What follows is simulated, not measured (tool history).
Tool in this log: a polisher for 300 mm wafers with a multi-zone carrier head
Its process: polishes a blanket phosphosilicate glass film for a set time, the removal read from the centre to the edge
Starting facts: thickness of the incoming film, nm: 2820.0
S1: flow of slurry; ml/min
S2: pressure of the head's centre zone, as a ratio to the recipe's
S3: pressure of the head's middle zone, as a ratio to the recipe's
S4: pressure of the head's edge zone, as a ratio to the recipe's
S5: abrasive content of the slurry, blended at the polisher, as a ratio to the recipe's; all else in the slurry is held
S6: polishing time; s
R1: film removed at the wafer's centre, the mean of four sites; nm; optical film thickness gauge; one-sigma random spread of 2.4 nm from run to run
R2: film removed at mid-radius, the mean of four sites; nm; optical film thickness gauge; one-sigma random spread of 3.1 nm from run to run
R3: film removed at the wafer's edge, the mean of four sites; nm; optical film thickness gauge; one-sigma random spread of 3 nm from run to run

Run 1, day 0: S1 255 ml/min, S2 1, S3 1, S4 1, S5 1, S6 62 s. Result: R1 290.81 nm, R2 288.48 nm, R3 287.63 nm.
Run 2, day 0.1: S1 250 ml/min, S2 0.98, S3 0.98, S4 0.99, S5 0.95, S6 62 s. Result: R1 276.78 nm, R2 269.65 nm, R3 275.63 nm.
Run 3, day 0.192: S1 215 ml/min, S2 0.98, S3 0.98, S4 0.99, S5 0.95, S6 62 s. Result: R1 273.6 nm, R2 261.78 nm, R3 277.99 nm.
Run 4, day 0.517: S1 215 ml/min, S2 0.98, S3 0.98, S4 0.99, S5 1.1, S6 62 s. Result: R1 293.1 nm, R2 285.81 nm, R3 292.94 nm.
Run 5, day 0.629: S1 215 ml/min, S2 0.98, S3 0.98, S4 1.03, S5 1.1, S6 62 s. Result: R1 292.04 nm, R2 280.25 nm, R3 308.7 nm.
Run 6, day 0.871: S1 215 ml/min, S2 0.98, S3 0.98, S4 1.07, S5 1.1, S6 62 s. Result: R1 292.38 nm, R2 281.67 nm, R3 304.52 nm.
Run 7, day 1.075: S1 220 ml/min, S2 0.96, S3 0.98, S4 1.06, S5 1.05, S6 62 s. Result: R1 283.03 nm, R2 273.84 nm, R3 298.91 nm.
Run 8, day 1.288: S1 220 ml/min, S2 0.94, S3 0.98, S4 1.05, S5 1, S6 62 s. Result: R1 266.2 nm, R2 270.44 nm, R3 288.98 nm.
Run 9, day 1.438: S1 220 ml/min, S2 0.93, S3 0.97, S4 1.04, S5 1, S6 62 s. Result: R1 266.82 nm, R2 273.94 nm, R3 291.35 nm.
Run 10, day 1.775: S1 210 ml/min, S2 0.89, S3 0.93, S4 1.02, S5 0.75, S6 61 s. Result: R1 219.3 nm, R2 220.79 nm, R3 251.35 nm.

Run 11 is up next; what results do you expect?
Run 11, day 2.112: S1 215 ml/min, S2 0.89, S3 0.94, S4 1.02, S5 0.75, S6 61 s. Result: R1 ?, R2 ?, R3 ?.

R1: 224.44 nm
R2: 230.16 nm
R3: 255.59 nm

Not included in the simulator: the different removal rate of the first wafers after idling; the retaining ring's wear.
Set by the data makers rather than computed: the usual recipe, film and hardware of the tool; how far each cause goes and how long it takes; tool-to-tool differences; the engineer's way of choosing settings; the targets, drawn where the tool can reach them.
